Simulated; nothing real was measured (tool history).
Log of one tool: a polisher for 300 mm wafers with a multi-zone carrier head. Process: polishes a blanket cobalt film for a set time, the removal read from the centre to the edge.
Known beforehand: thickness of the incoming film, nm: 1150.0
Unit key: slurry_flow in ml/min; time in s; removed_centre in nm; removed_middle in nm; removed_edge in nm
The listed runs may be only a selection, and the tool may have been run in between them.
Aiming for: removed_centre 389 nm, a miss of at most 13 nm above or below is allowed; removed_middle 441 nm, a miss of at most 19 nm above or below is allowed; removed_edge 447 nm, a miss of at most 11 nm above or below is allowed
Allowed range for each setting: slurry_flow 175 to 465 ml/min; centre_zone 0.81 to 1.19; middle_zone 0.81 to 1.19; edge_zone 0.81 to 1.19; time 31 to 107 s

run  hour  slurry_flow  centre_zone  middle_zone  edge_zone  time  removed_centre  removed_middle  removed_edge
  1     0          295            1            1          1    69          484.73          483.98        479.72
  2     5          295         0.92            1          1    69          450.45          491.83        476.76
  3     8          295         0.92         1.05          1    69          453.04          513.34        485.28
  4   9.5          295         0.92         1.05          1    77             503          572.34        538.27
  5  15.8          295         0.95         1.05          1    77          518.27          577.43        534.03
  6  22.1          295         0.95         0.98          1    77          514.96          531.21         534.6
  7  28.3          280         0.91         0.96       0.98    74          465.75          504.66        508.58
  8  35.6          275         0.89         0.94       0.95    72          451.64          483.11        486.62
  9  38.4          265         0.87         0.93       0.94    71          426.79          470.22        479.38
 10  38.9          260         0.86         0.92       0.92    70          418.93          460.31        465.26
 11  47.5          255         0.85         0.91       0.91    70          415.52          455.81        467.52

Pick the move, out of 4, that brings all results within their allowed miss; only one does.
  A  56.1          270         0.96         0.88       0.89    64               ?               ?             ?
  B  56.1          230         0.89          0.9       0.83    71               ?               ?             ?
  C  56.1          175         0.81         0.89       0.83    73               ?               ?             ?
  D  56.1          275         0.85         0.92       0.81    72               ?               ?             ?

move  removed_centre  removed_middle  removed_edge
   A           429.7             408        424.23
   B          433.52          453.61        450.19
   C          390.12          446.79        451.32
   D          428.55          477.43        457.99
A: the biggest miss grows against the last run
B: the biggest miss grows against the last run
C: hits every target within its allowed miss
D: the biggest miss grows against the last run
The move that meets every target is C.

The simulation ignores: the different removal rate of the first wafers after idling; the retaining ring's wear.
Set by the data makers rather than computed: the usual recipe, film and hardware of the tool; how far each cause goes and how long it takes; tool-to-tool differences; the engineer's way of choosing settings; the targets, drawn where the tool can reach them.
